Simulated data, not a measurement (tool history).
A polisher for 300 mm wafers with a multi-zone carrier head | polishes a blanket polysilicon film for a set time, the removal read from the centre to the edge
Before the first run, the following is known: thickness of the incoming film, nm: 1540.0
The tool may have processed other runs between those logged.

run  hour  flow of slurry (ml/min)  pressure of the head's centre zone  pressure of the head's middle zone  pressure of the head's edge zone  polishing time (s)  film removed at the wafer's centre (Å)  film removed at mid-radius (Å)  film removed at the wafer's edge (Å)
  1   0.0                      245                                1.00                                1.00                              1.00                  71                                  4954.9                          4947.3                                4819.6
  2   8.5                      230                                0.95                                0.95                              0.99                  67                                  4416.9                          4483.3                                4422.5
  3  16.0                      220                                0.91                                0.91                              1.02                  64                                  3962.3                          4135.2                                4223.9
  4  17.0                      210                                0.89                                0.88                              1.03                  62                                  3816.8                          3910.3                                4132.0
  5  24.5                      210                                0.85                                0.88                              1.03                  62                                  3588.3                          3872.9                                4146.4
  6  30.2                      210                                0.85                                0.88                              0.96                  62                                  3560.7                          3908.8                                4047.6
  7  31.7                      205                                0.84                                0.86                              0.97                  61                                  3480.7                          3796.9                                3978.5

Run 8 is up next; what results do you expect?
  8  34.3                      200                                0.84                                0.85                              0.98                  60                                       ?                               ?                                     ?

Run 8 measured film removed at the wafer's centre (Å) 3458.3, film removed at mid-radius (Å) 3682.4, film removed at the wafer's edge (Å) 3945.5.

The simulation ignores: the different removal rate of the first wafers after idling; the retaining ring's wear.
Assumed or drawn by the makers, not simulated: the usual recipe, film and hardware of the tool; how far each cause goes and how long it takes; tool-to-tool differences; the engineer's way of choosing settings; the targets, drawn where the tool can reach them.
